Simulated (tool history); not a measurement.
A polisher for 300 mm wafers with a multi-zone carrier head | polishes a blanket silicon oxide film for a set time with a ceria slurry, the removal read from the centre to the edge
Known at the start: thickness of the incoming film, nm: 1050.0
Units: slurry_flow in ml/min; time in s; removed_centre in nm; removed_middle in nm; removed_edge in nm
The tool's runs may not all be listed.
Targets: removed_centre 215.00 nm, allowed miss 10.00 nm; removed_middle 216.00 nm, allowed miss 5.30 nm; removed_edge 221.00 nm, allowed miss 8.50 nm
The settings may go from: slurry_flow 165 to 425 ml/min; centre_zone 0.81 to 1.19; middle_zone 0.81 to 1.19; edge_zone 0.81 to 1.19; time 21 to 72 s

run	hour	slurry_flow	centre_zone	middle_zone	edge_zone	time	removed_centre	removed_middle	removed_edge
1	0.0	275	1.00	1.00	1.00	46	150.26	156.80	155.02
2	4.0	280	1.01	1.01	1.03	48	159.18	164.14	165.80
3	5.1	280	0.93	1.01	1.03	48	146.02	163.05	162.91
4	9.2	285	0.96	1.03	1.05	50	154.79	173.28	168.48
5	15.3	280	0.98	1.02	1.06	52	168.71	177.77	178.65
6	22.1	280	0.98	1.02	1.11	52	163.54	177.45	183.17
7	27.4	280	1.00	1.03	1.12	53	171.41	184.90	189.55
8	30.5	280	1.00	1.03	1.12	53	169.61	181.39	186.78
9	34.7	280	1.02	1.04	1.13	54	181.85	189.18	189.33

Which of these 5 next moves meets every target?
A	38.9	270	1.08	0.93	1.09	50	?	?	?
B	38.9	210	1.00	1.04	1.14	62	?	?	?
C	38.9	285	1.02	1.00	1.05	64	?	?	?
D	38.9	295	0.83	0.81	1.19	55	?	?	?
E	38.9	295	1.19	0.84	1.08	59	?	?	?

move	removed_centre	removed_middle	removed_edge
A	174.19	158.33	171.21
B	192.42	206.49	210.57
C	212.03	215.53	216.58
D	148.46	159.09	197.44
E	229.01	174.92	203.00
A: further off than the last run
B: nearer than the last run, and not there yet
C: meets every target
D: further off than the last run
E: further off than the last run
Move C is the one to make.
